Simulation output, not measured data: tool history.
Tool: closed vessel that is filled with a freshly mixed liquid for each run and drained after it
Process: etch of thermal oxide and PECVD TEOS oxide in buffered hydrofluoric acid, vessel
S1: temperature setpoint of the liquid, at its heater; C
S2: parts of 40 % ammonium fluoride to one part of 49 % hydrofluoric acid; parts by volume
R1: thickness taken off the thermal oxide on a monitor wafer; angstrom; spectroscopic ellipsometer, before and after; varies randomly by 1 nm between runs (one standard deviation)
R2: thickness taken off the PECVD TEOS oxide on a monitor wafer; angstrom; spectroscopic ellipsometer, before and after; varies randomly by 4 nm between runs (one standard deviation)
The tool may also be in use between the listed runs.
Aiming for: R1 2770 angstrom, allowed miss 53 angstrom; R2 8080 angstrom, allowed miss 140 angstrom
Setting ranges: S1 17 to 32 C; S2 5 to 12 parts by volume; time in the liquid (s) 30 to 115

{"run": 1, "hour": 0.0, "S1": 24, "S2": 7, "time in the liquid (s)": 60, "R1": 906.08, "R2": 2633.9}
{"run": 2, "hour": 3.3, "S1": 25.5, "S2": 6.5, "time in the liquid (s)": 65, "R1": 1132.3, "R2": 3312.7}
{"run": 3, "hour": 12.5, "S1": 27, "S2": 6.5, "time in the liquid (s)": 65, "R1": 1227.7, "R2": 3626}
{"run": 4, "hour": 15.6, "S1": 27, "S2": 5, "time in the liquid (s)": 65, "R1": 1545.6, "R2": 4476.5}
{"run": 5, "hour": 19.7, "S1": 28, "S2": 5, "time in the liquid (s)": 70, "R1": 1749.7, "R2": 5069.4}
{"run": 6, "hour": 28.6, "S1": 28, "S2": 6, "time in the liquid (s)": 70, "R1": 1488.6, "R2": 4398.6}
{"run": 7, "hour": 34.7, "S1": 28.5, "S2": 6, "time in the liquid (s)": 75, "R1": 1653.6, "R2": 4760}
{"run": 8, "hour": 37.2, "S1": 32, "S2": 5, "time in the liquid (s)": 95, "R1": 2929.7, "R2": 8589.2}
{"run": 9, "hour": 38.8, "S1": 30.5, "S2": 5, "time in the liquid (s)": 95, "R1": 2704.9, "R2": 7970.7}

Exercise: of the 4 proposed moves below, exactly one satisfies all targets within the stated allowed misses. Which move is it?
{"run": "A", "hour": 40.4, "S1": 30, "S2": 6, "time in the liquid (s)": 110, "R1": "?", "R2": "?"}
{"run": "B", "hour": 40.4, "S1": 31, "S2": 5, "time in the liquid (s)": 95, "R1": "?", "R2": "?"}
{"run": "C", "hour": 40.4, "S1": 32, "S2": 5, "time in the liquid (s)": 85, "R1": "?", "R2": "?"}
{"run": "D", "hour": 40.4, "S1": 30.5, "S2": 6.5, "time in the liquid (s)": 115, "R1": "?", "R2": "?"}

move=A R1=2633 R2=7647.4
move=B R1=2794.1 R2=8115.2
move=C R1=2632.7 R2=7646.6
move=D R1=2636.8 R2=7658.5
A: further off than the last run
B: all results in spec
C: further off than the last run
D: further off than the last run
So the answer is move B, the one that meets all the targets.

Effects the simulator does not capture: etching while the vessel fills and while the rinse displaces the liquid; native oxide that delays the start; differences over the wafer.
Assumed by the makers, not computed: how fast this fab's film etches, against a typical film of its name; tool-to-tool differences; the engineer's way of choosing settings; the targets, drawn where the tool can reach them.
